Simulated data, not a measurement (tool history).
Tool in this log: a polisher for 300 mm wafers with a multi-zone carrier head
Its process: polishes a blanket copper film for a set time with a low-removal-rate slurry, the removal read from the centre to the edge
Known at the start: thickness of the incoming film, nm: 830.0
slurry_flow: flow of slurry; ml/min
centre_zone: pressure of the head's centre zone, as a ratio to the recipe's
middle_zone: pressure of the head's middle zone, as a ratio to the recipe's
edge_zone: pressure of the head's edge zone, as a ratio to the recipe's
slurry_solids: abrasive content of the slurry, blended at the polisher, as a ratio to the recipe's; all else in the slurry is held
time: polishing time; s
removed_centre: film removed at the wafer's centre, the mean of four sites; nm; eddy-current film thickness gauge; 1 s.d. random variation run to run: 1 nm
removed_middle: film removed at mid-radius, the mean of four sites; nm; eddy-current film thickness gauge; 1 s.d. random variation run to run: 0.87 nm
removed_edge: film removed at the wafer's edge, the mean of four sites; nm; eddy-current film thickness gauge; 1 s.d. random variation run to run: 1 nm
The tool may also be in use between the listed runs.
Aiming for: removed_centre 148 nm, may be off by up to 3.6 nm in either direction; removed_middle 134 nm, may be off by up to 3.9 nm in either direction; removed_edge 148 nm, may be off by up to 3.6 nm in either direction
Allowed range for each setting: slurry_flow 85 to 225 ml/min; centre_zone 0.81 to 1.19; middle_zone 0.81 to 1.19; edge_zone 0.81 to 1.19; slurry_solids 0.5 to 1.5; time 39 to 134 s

run	hour	slurry_flow	centre_zone	middle_zone	edge_zone	slurry_solids	time	removed_centre	removed_middle	removed_edge
1	0	145	1	1	1	1	86	208.96	204.91	206.94
2	6.8	145	1	1	1	1	106	257.92	258.07	256.72
3	12.7	140	0.99	0.97	0.97	0.9	101	237.99	228.25	234.25
4	20.7	140	0.99	0.97	0.91	0.9	101	238.09	228.25	225.8
5	21.3	135	0.97	0.95	0.9	0.85	97	218.61	210.78	211.38
6	26.3	130	0.96	0.93	0.89	0.8	94	203.45	197.11	201.4
7	28.1	125	0.96	0.91	0.88	0.75	91	192.31	183.18	190.51
8	36.3	125	0.96	0.9	0.87	0.7	89	186.29	176.72	180.15
9	43.9	120	0.96	0.88	0.87	0.65	87	176.28	160.06	173.54

Exercise: of the 4 proposed moves below, exactly one satisfies all targets within the stated allowed misses. Which move is it?
A	51.5	165	1.17	0.95	0.82	0.5	88	?	?	?
B	51.5	85	0.97	0.82	1.04	0.9	67	?	?	?
C	51.5	165	0.95	0.82	1.03	0.6	66	?	?	?
D	51.5	145	0.93	0.83	0.86	0.55	77	?	?	?

move	removed_centre	removed_middle	removed_edge
A	215.28	169.61	163.27
B	143.5	122.63	153.24
C	137.84	118.81	143.7
D	150.67	134.33	148.45
A: lands further from the targets than the last run did
B: moves the result that the last run missed by most past its target, out the other side
C: moves the result that the last run missed by most past its target, out the other side
D: meets every target
Move D is the one to make.
